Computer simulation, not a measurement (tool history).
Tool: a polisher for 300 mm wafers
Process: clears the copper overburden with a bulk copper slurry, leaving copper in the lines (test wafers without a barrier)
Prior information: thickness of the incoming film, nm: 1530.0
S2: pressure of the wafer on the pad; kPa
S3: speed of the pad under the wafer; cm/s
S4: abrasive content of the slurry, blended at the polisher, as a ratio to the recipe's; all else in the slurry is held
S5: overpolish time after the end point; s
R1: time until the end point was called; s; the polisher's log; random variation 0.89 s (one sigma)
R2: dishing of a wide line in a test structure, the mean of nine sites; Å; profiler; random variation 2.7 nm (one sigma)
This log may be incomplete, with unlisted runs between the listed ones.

run 1 hour=0.0 | flow_of_slurry_(ml/min)=160 S2=20.0 S3=136 S4=1.0 S5=27 | R1=117.290 R2=1230.0
run 2 hour=5.6 | flow_of_slurry_(ml/min)=160 S2=22.8 S3=140 S4=1.0 S5=25 | R1=102.860 R2=1256.5
run 3 hour=8.0 | flow_of_slurry_(ml/min)=160 S2=24.8 S3=146 S4=1.0 S5=25 | R1=89.654 R2=1371.9
run 4 hour=16.7 | flow_of_slurry_(ml/min)=160 S2=22.1 S3=146 S4=1.0 S5=25 | R1=100.260 R2=1267.2
run 5 hour=21.9 | flow_of_slurry_(ml/min)=160 S2=22.1 S3=116 S4=1.0 S5=25 | R1=125.750 R2=1198.8
run 6 hour=26.0 | flow_of_slurry_(ml/min)=160 S2=24.1 S3=116 S4=1.0 S5=25 | R1=116.060 R2=1261.2
run 7 hour=30.4 | flow_of_slurry_(ml/min)=160 S2=25.5 S3=128 S4=1.0 S5=24 | R1=100.720 R2=1285.2
run 8 hour=32.1 | flow_of_slurry_(ml/min)=160 S2=26.9 S3=136 S4=1.0 S5=24 | R1=86.456 R2=1359.1
run 9 hour=38.0 | flow_of_slurry_(ml/min)=165 S2=31.0 S3=154 S4=1.0 S5=20 | R1=67.188 R2=1442.6
run 10 hour=39.2 | flow_of_slurry_(ml/min)=165 S2=31.0 S3=158 S4=1.0 S5=20 | R1=65.127 R2=1383.8
run 11 hour=44.6 | flow_of_slurry_(ml/min)=165 S2=31.0 S3=160 S4=1.0 S5=21 | R1=64.569 R2=1471.6

Predict the results of run 12:
run 12 hour=52.2 | flow_of_slurry_(ml/min)=165 S2=31.0 S3=162 S4=1.0 S5=21 | R1=? R2=?

R1: 64.288 s
R2: 1471.4 Å
